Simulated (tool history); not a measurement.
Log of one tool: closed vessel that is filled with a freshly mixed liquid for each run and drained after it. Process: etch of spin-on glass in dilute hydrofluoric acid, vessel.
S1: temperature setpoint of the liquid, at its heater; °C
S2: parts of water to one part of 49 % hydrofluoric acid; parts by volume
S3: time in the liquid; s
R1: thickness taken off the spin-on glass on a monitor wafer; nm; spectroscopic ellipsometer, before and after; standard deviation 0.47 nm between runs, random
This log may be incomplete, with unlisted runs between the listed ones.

| run | day | S1 | S2 | S3 | R1 |
|---|---|---|---|---|---|
| 1 | 0 | 25 | 275 | 95 | 16.063 |
| 2 | 0.208 | 26.5 | 230 | 95 | 21.085 |
| 3 | 0.454 | 23.5 | 230 | 95 | 19.34 |
| 4 | 0.683 | 25 | 195 | 95 | 25.275 |
| 5 | 0.879 | 21.5 | 195 | 95 | 21.63 |
| 6 | 1.212 | 23.5 | 175 | 95 | 26.969 |
| 7 | 1.392 | 27.5 | 140 | 95 | 41.241 |
| 8 | 1.733 | 28.5 | 140 | 95 | 42.457 |
| 9 | 1.929 | 29 | 140 | 95 | 42.981 |

Forecast run 10:
|  | 2.229 | thermometer replaced |
| 10 | 2.229 | 29.5 | 140 | 95 | ? |

R1: 40.859 nm
